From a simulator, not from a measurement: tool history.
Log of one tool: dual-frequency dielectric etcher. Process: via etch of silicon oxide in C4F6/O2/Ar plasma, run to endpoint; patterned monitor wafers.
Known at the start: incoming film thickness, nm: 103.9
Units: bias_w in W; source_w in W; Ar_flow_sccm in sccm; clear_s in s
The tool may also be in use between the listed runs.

run	hour	bias_w	source_w	Ar_flow_sccm	clear_s
1	0.0	586	430	383	20.470
2	8.6	614	440	382	20.168
3	13.5	641	450	380	19.896
4	15.7	661	470	376	19.250
5	16.9	661	470	339	19.078
6	25.8	672	470	338	18.990
7	32.0	682	470	337	18.960

The next listed run, before its measurement:
8	35.3	692	470	336	?

Run 8 gave clear_s 18.906 s.
